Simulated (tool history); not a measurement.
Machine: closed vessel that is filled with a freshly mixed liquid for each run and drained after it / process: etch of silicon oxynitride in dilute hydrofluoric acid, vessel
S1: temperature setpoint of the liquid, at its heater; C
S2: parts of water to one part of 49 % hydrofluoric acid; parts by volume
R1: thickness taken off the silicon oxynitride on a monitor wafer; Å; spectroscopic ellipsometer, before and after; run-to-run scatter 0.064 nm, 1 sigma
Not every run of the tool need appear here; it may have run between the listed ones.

Run 1, hour 0.0: S1 22 C, S2 105 parts by volume, time in the liquid (s) 305. Result: R1 54.813 Å.
Run 2, hour 5.0: S1 22 C, S2 105 parts by volume, time in the liquid (s) 305. Result: R1 54.045 Å.
Run 3, hour 9.3: S1 22 C, S2 105 parts by volume, time in the liquid (s) 305. Result: R1 54.480 Å.
Run 4, hour 14.9: S1 22 C, S2 120 parts by volume, time in the liquid (s) 305. Result: R1 47.354 Å.
Run 5, hour 18.7: S1 20 C, S2 120 parts by volume, time in the liquid (s) 305. Result: R1 43.319 Å.
Run 6, hour 27.7: S1 20 C, S2 120 parts by volume, time in the liquid (s) 200. Result: R1 28.265 Å.
Run 7, hour 29.0: S1 22 C, S2 120 parts by volume, time in the liquid (s) 200. Result: R1 30.967 Å.
Run 8, hour 37.5: S1 23 C, S2 110 parts by volume, time in the liquid (s) 200. Result: R1 36.028 Å.
Run 9, hour 42.6: S1 23 C, S2 95 parts by volume, time in the liquid (s) 200. Result: R1 42.095 Å.

Expected results for the next run?
Run 10, hour 49.3: S1 24 C, S2 80 parts by volume, time in the liquid (s) 205. Result: R1 ?.

{"run 10": {"R1": 54.495}}

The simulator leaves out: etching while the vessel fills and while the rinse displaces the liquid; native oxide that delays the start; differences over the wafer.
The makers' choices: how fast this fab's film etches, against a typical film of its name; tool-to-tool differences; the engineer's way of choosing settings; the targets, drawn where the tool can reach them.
